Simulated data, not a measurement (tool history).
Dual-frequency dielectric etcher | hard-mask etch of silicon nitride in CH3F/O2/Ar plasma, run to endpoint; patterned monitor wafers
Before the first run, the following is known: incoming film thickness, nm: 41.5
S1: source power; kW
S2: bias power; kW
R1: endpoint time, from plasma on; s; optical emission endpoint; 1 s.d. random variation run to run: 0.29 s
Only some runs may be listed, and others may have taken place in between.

run 1 hour=0.0 | S1=0.300 S2=0.102 | R1=53.437
run 2 hour=1.0 | S1=0.340 S2=0.102 | R1=51.422
run 3 hour=3.2 | S1=0.340 S2=0.110 | R1=48.899
run 4 hour=6.4 | S1=0.340 S2=0.125 | R1=45.169
run 5 hour=12.2 | S1=0.300 S2=0.117 | R1=50.013
run 6 hour=20.8 | S1=0.260 S2=0.117 | R1=52.987
run 7 hour=28.6 | S1=0.240 S2=0.113 | R1=55.097

Estimate the outcome of run 8 from the log above:
run 8 hour=32.0 | S1=0.220 S2=0.110 | R1=?

{"run 8": {"R1": 58.396}}

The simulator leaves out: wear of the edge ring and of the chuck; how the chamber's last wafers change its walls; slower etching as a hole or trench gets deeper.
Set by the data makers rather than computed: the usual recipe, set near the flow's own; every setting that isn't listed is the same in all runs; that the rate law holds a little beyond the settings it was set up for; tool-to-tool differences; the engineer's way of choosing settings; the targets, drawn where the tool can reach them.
